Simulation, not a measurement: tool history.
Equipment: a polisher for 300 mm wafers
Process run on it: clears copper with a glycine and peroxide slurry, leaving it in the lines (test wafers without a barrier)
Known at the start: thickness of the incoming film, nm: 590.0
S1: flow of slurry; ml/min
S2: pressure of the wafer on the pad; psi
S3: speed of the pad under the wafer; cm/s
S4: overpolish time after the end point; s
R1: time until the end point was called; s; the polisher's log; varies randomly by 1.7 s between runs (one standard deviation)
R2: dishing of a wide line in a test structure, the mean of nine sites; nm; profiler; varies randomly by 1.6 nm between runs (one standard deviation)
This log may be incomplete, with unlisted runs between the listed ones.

| run | hour | S1 | S2 | S3 | S4 | R1 | R2 |
|---|---|---|---|---|---|---|---|
| 1 | 0.0 | 130 | 1.7 | 108 | 27 | 150.95 | 62.692 |
| 2 | 1.5 | 130 | 1.3 | 108 | 27 | 176.44 | 55.899 |
| 3 | 8.3 | 130 | 1.5 | 110 | 30 | 155.56 | 64.639 |
| 4 | 13.1 | 130 | 1.6 | 110 | 33 | 154.79 | 70.185 |
|  | 18.7 | slurry nozzle cleaned |
| 5 | 18.7 | 135 | 1.8 | 110 | 35 | 133.89 | 81.309 |
| 6 | 24.1 | 140 | 1.8 | 110 | 37 | 132.41 | 84.971 |
| 7 | 30.5 | 140 | 1.8 | 110 | 38 | 129.92 | 89.551 |
| 8 | 32.1 | 145 | 1.8 | 110 | 39 | 130.08 | 90.178 |

Run 9 is up next; what results do you expect?
| 9 | 39.7 | 145 | 1.8 | 110 | 39 | ? | ? |

R1: 129.76 s
R2: 89.273 nm

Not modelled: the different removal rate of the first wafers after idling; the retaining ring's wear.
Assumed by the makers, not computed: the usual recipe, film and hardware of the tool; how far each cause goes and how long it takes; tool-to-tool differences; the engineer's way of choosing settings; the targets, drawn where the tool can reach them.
